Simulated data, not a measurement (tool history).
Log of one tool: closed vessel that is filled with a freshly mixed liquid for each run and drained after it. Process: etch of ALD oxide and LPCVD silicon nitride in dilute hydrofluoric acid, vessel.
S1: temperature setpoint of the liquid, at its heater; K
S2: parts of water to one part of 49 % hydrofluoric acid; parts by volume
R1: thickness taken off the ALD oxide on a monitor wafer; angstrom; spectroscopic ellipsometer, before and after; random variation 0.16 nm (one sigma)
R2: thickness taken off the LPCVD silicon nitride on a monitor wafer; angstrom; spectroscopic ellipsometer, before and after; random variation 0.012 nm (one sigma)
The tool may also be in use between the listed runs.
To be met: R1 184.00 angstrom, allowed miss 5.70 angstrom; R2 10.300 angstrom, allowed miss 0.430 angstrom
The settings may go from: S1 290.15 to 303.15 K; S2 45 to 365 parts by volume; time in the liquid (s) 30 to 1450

Run 1, hour 0.0: S1 295.15 K, S2 205 parts by volume, time in the liquid (s) 740. Result: R1 319.94 angstrom, R2 16.992 angstrom.
Run 2, hour 4.6: S1 294.65 K, S2 235 parts by volume, time in the liquid (s) 750. Result: R1 269.10 angstrom, R2 14.987 angstrom.
Run 3, hour 8.0: S1 293.65 K, S2 250 parts by volume, time in the liquid (s) 755. Result: R1 245.22 angstrom, R2 13.064 angstrom.
Run 4, hour 13.2: S1 293.65 K, S2 270 parts by volume, time in the liquid (s) 760. Result: R1 221.58 angstrom, R2 12.573 angstrom.
Run 5, hour 19.2: S1 293.15 K, S2 280 parts by volume, time in the liquid (s) 765. Result: R1 208.10 angstrom, R2 11.661 angstrom.
Run 6, hour 21.6: S1 296.15 K, S2 280 parts by volume, time in the liquid (s) 765. Result: R1 236.69 angstrom, R2 14.127 angstrom.
Run 7, hour 25.3: S1 294.65 K, S2 285 parts by volume, time in the liquid (s) 770. Result: R1 222.17 angstrom, R2 12.517 angstrom.
Run 8, hour 30.2: S1 294.15 K, S2 295 parts by volume, time in the liquid (s) 775. Result: R1 205.93 angstrom, R2 11.670 angstrom.

Which of these 5 next moves meets every target?
Run A, hour 35.1: S1 292.65 K, S2 270 parts by volume, time in the liquid (s) 695. Result: R1 ?, R2 ?.
Run B, hour 35.1: S1 299.15 K, S2 355 parts by volume, time in the liquid (s) 785. Result: R1 ?, R2 ?.
Run C, hour 35.1: S1 291.65 K, S2 270 parts by volume, time in the liquid (s) 840. Result: R1 ?, R2 ?.
Run D, hour 35.1: S1 291.65 K, S2 330 parts by volume, time in the liquid (s) 860. Result: R1 ?, R2 ?.
Run E, hour 35.1: S1 299.15 K, S2 365 parts by volume, time in the liquid (s) 770. Result: R1 ?, R2 ?.

move      R1      R2
   A  195.73  10.899
   B  194.99  14.036
   C  227.84  12.347
   D  181.21  10.431
   E  184.24  13.389
A: nearer than the last run, and not there yet
B: further off than the last run
C: further off than the last run
D: meets every target
E: brings the result that was furthest off to its target, and leaves another outside
Move D is the one to make.
